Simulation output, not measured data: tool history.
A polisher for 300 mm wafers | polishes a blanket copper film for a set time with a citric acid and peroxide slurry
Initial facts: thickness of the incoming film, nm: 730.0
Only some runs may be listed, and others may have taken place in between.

| run | day | flow of slurry (ml/min) | pressure of the wafer on the pad (psi) | speed of the pad under the wafer (cm/s) | abrasive content of the slurry | polishing time (s) | film removed (Å) |
|---|---|---|---|---|---|---|---|
| 1 | 0 | 275 | 3.1 | 84 | 1 | 48 | 751.32 |
| 2 | 0.325 | 275 | 2.9 | 84 | 1 | 48 | 708.91 |
| 3 | 0.538 | 275 | 2.9 | 84 | 1.15 | 48 | 751.22 |
| 4 | 0.738 | 275 | 2.9 | 76 | 1.15 | 48 | 674.82 |
| 5 | 0.95 | 275 | 2.9 | 76 | 1.35 | 48 | 675.99 |
| 6 | 1.188 | 325 | 2.9 | 76 | 1.35 | 48 | 716.91 |
| 7 | 1.517 | 320 | 2.8 | 76 | 1.35 | 48 | 696.83 |
| 8 | 1.542 | 315 | 2.7 | 76 | 1.35 | 48 | 673.84 |

Run 9, settings as shown, results not yet in. Your forecast:
| 9 | 1.7 | 310 | 2.6 | 76 | 1.35 | 48 | ? |

{"run 9": {"film removed (Å)": 642.87}}
